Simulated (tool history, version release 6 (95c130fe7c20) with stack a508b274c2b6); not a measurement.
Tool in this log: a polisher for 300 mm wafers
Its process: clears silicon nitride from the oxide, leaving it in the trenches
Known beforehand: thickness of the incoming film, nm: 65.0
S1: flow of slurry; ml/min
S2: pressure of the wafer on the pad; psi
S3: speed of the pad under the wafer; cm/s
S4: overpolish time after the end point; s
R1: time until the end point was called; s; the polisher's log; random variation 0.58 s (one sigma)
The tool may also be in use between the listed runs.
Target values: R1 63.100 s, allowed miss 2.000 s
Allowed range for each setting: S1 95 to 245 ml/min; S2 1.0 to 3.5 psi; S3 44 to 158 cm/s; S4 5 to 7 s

run  hour   S1   S2   S3  S4       R1
  1   0.0  155  2.2  100   7  110.420
  2   7.0  160  2.4  100   7   98.425
  3   9.8  160  2.4  122   7   85.767
  4  16.8  165  2.5  122   7   80.789
  5  23.0  165  2.5  136   7   74.174
  6  30.3  170  2.6  136   7   70.813
  7  32.8  170  2.7  136   7   68.716
  8  34.4  175  2.8  136   7   65.583
     42.7  -- worn pad replaced by a new one
  9  42.7  175  2.9  136   7   58.272

Which of these 4 next moves meets every target?
  A  51.0  180  2.8  130   5   ?
  B  51.0  205  2.6  154   7   ?
  C  51.0  165  3.0  146   7   ?
  D  51.0  165  2.9  144   5   ?

move      R1
   A  63.805
   B  58.303
   C  54.805
   D  57.323
A: meets every target
B: just as far off the targets as the last run
C: lands further from the targets than the last run did
D: lands further from the targets than the last run did
Go with A: it meets all targets.
